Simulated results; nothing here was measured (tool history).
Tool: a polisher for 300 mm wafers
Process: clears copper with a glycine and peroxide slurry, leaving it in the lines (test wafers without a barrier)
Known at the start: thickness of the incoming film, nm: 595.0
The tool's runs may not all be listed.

run  hour  flow of slurry (ml/min)  pressure of the wafer on the pad (kPa)  speed of the pad under the wafer (cm/s)  overpolish time after the end point (s)  time until the end point was called (s)  dishing of a wide line in a test structure (nm)
  1     0                      140                                    13.1                                      122                                       27                                   97.315                                           74.488
  2   8.8                      140                                    13.1                                      138                                       27                                   84.264                                            76.64
  3  16.1                      140                                    13.1                                      138                                       16                                   86.342                                            55.62
  4  23.3                      140                                    13.1                                      138                                       24                                   83.906                                           71.702
  5  26.9                      140                                    15.2                                      138                                       25                                     76.8                                           79.571
  6  32.8                      140                                    16.5                                      140                                       26                                   72.446                                           88.622
  7  37.4                      140                                    17.9                                      142                                       26                                   66.997                                           89.912
  8  41.9                      140                                    18.6                                      144                                       27                                   62.223                                           95.981
  9  47.5                      140                                    19.3                                      144                                       27                                   61.832                                           97.168

Run 10 comes next. What will it give?
 10  53.5                      140                                      20                                      144                                       27                                        ?                                                ?

{"run 10": {"time until the end point was called (s)": 57.739, "dishing of a wide line in a test structure (nm)": 98.717}}

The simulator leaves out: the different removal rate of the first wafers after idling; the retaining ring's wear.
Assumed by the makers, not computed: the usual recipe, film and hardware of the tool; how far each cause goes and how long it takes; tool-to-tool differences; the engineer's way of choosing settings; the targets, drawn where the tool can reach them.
